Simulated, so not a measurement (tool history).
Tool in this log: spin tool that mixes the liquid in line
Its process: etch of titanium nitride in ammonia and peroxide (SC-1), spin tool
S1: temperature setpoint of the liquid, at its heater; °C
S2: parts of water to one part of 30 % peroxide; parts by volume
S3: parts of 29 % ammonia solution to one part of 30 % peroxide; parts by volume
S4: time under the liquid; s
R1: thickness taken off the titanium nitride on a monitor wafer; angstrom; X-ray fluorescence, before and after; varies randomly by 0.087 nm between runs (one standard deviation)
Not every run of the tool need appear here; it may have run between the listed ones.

{"run": 1, "day": 0.0, "S1": 53.0, "S2": 10.5, "S3": 0.55, "S4": 320, "R1": 194.42}
{"run": 2, "day": 0.179, "S1": 52.5, "S2": 10.5, "S3": 0.55, "S4": 320, "R1": 188.48}
{"run": 3, "day": 0.292, "S1": 52.5, "S2": 9.0, "S3": 0.55, "S4": 320, "R1": 206.14}
{"run": 4, "day": 0.404, "S1": 51.5, "S2": 9.0, "S3": 0.55, "S4": 320, "R1": 189.54}
{"run": 5, "day": 0.642, "S1": 51.0, "S2": 9.0, "S3": 0.55, "S4": 320, "R1": 185.24}
{"run": 6, "day": 0.825, "S1": 51.0, "S2": 9.0, "S3": 0.45, "S4": 320, "R1": 179.73}
{"run": 7, "day": 0.888, "S1": 50.5, "S2": 9.0, "S3": 0.45, "S4": 320, "R1": 171.01}
{"run": 8, "day": 0.925, "S1": 50.0, "S2": 9.0, "S3": 0.45, "S4": 320, "R1": 165.24}

Run 9, settings as shown, results not yet in. Your forecast:
{"day": 1.104, "done": "thermometer replaced"}
{"run": 9, "day": 1.104, "S1": 49.5, "S2": 9.0, "S3": 0.45, "S4": 320, "R1": "?"}

{"run 9": {"R1": 177.15}}

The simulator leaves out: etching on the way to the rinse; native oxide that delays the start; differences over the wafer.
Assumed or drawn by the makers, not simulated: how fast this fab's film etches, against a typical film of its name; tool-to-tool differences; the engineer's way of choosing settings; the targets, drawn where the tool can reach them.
